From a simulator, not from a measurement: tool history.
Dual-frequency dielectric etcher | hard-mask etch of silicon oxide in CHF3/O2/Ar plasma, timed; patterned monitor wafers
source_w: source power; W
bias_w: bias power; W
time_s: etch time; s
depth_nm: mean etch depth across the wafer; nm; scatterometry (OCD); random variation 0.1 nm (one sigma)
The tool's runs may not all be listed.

run 1 hour=0 | source_w=500 bias_w=211 time_s=15.5 | depth_nm=29.678
run 2 hour=8 | source_w=480 bias_w=209 time_s=15.5 | depth_nm=29.036
run 3 hour=9.8 | source_w=480 bias_w=209 time_s=15.5 | depth_nm=28.964
run 4 hour=17.4 | source_w=570 bias_w=209 time_s=15.5 | depth_nm=31.051
run 5 hour=21.5 | source_w=570 bias_w=209 time_s=15.5 | depth_nm=31.263
run 6 hour=28.1 | source_w=570 bias_w=181 time_s=15.5 | depth_nm=29.707
run 7 hour=31.5 | source_w=550 bias_w=179 time_s=15.5 | depth_nm=29.232
run 8 hour=34.3 | source_w=530 bias_w=177 time_s=15.5 | depth_nm=28.493
run 9 hour=42.9 | source_w=520 bias_w=176 time_s=15.5 | depth_nm=28.16
run 10 hour=49.2 | source_w=510 bias_w=175 time_s=15.5 | depth_nm=28.156

The next listed run, before its measurement:
run 11 hour=56.6 | source_w=500 bias_w=174 time_s=15.5 | depth_nm=?

depth_nm: 27.735 nm
